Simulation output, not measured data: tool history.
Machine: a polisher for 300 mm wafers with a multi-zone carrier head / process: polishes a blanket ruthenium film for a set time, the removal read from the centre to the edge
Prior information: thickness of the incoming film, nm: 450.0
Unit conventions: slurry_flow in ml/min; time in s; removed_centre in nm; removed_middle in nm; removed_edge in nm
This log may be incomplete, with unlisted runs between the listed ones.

run 1 day=0.000 | slurry_flow=300 centre_zone=1.00 middle_zone=1.00 edge_zone=1.00 time=58 | removed_centre=46.716 removed_middle=47.756 removed_edge=46.278
run 2 day=0.104 | slurry_flow=300 centre_zone=1.00 middle_zone=1.00 edge_zone=0.92 time=58 | removed_centre=46.659 removed_middle=46.629 removed_edge=44.185
run 3 day=0.433 | slurry_flow=295 centre_zone=1.00 middle_zone=0.97 edge_zone=0.91 time=54 | removed_centre=43.111 removed_middle=42.734 removed_edge=41.440
run 4 day=0.742 | slurry_flow=295 centre_zone=1.00 middle_zone=0.97 edge_zone=0.82 time=54 | removed_centre=42.744 removed_middle=42.495 removed_edge=39.579
run 5 day=1.075 | slurry_flow=295 centre_zone=1.01 middle_zone=0.94 edge_zone=0.82 time=50 | removed_centre=40.342 removed_middle=38.595 removed_edge=36.524
run 6 day=1.117 | slurry_flow=290 centre_zone=1.01 middle_zone=0.91 edge_zone=0.83 time=47 | removed_centre=37.550 removed_middle=35.010 removed_edge=34.360
run 7 day=1.446 | slurry_flow=285 centre_zone=1.01 middle_zone=0.89 edge_zone=0.83 time=46 | removed_centre=37.137 removed_middle=33.772 removed_edge=33.283
run 8 day=1.579 | slurry_flow=280 centre_zone=1.00 middle_zone=0.87 edge_zone=0.84 time=45 | removed_centre=35.651 removed_middle=32.765 removed_edge=33.100
run 9 day=1.662 | slurry_flow=270 centre_zone=1.02 middle_zone=0.81 edge_zone=0.84 time=36 | removed_centre=28.821 removed_middle=24.774 removed_edge=26.583
run 10 day=1.796 | slurry_flow=285 centre_zone=1.02 middle_zone=0.82 edge_zone=0.86 time=36 | removed_centre=29.128 removed_middle=24.229 removed_edge=26.488
run 11 day=1.958 | slurry_flow=285 centre_zone=1.02 middle_zone=0.83 edge_zone=0.87 time=37 | removed_centre=30.321 removed_middle=25.827 removed_edge=27.837
run 12 day=2.233 | slurry_flow=290 centre_zone=1.02 middle_zone=0.84 edge_zone=0.88 time=37 | removed_centre=30.079 removed_middle=26.065 removed_edge=27.892
run 13 day=2.442 | slurry_flow=295 centre_zone=1.02 middle_zone=0.85 edge_zone=0.89 time=37 | removed_centre=30.268 removed_middle=25.941 removed_edge=28.175

The next listed run, before its measurement:
run 14 day=2.812 | slurry_flow=300 centre_zone=1.02 middle_zone=0.86 edge_zone=0.89 time=37 | removed_centre=? removed_middle=? removed_edge=?

removed_centre: 29.978 nm
removed_middle: 26.874 nm
removed_edge: 27.993 nm

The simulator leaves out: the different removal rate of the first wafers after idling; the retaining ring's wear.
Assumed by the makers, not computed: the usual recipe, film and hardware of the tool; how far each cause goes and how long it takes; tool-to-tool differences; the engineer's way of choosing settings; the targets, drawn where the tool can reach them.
